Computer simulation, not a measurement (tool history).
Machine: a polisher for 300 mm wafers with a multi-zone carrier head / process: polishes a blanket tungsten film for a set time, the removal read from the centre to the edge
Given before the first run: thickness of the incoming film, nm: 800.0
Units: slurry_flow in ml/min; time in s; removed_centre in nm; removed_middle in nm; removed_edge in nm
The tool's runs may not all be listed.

| run | hour | slurry_flow | centre_zone | middle_zone | edge_zone | slurry_solids | time | removed_centre | removed_middle | removed_edge |
|---|---|---|---|---|---|---|---|---|---|---|
| 1 | 0.0 | 305 | 1.00 | 1.00 | 1.00 | 1.00 | 70 | 198.61 | 205.86 | 201.79 |
| 2 | 2.3 | 305 | 1.00 | 0.92 | 1.00 | 1.00 | 70 | 200.97 | 190.82 | 202.84 |
| 3 | 5.4 | 305 | 1.00 | 0.92 | 1.00 | 1.10 | 70 | 208.11 | 192.14 | 207.01 |
| 4 | 11.5 | 305 | 1.00 | 0.88 | 1.00 | 1.10 | 70 | 210.27 | 189.54 | 208.15 |
| 5 | 16.9 | 310 | 1.02 | 0.92 | 1.01 | 1.15 | 70 | 212.47 | 198.44 | 218.40 |
| 6 | 24.7 | 310 | 1.04 | 0.94 | 0.98 | 1.20 | 71 | 224.63 | 209.57 | 218.35 |
| 7 | 31.7 | 315 | 1.06 | 0.96 | 0.98 | 1.25 | 71 | 232.91 | 216.03 | 218.73 |

Run 8, settings as shown, results not yet in. Your forecast:
| 8 | 33.5 | 320 | 1.08 | 0.98 | 0.99 | 1.30 | 71 | ? | ? | ? |

removed_centre: 238.52 nm
removed_middle: 223.80 nm
removed_edge: 221.46 nm
